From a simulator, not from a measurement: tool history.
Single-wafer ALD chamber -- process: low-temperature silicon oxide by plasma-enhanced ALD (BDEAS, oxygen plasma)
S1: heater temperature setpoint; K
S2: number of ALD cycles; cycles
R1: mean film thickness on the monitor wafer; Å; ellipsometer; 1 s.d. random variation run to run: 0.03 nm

| run | day | S1 | S2 | R1 |
|---|---|---|---|---|
| 1 | 0 | 368.15 | 36 | 52.863 |
| 2 | 0.071 | 363.15 | 38 | 57.127 |
| 3 | 0.217 | 370.15 | 38 | 55.55 |
| 4 | 0.433 | 376.15 | 38 | 55.34 |
| 5 | 0.558 | 370.15 | 38 | 55.29 |
| 6 | 0.917 | 366.15 | 38 | 56.223 |
| 7 | 1.012 | 363.15 | 39 | 58.31 |

What does the tool deliver on the next run?
| 8 | 1.333 | 360.15 | 40 | ? |

R1: 60.437 Å
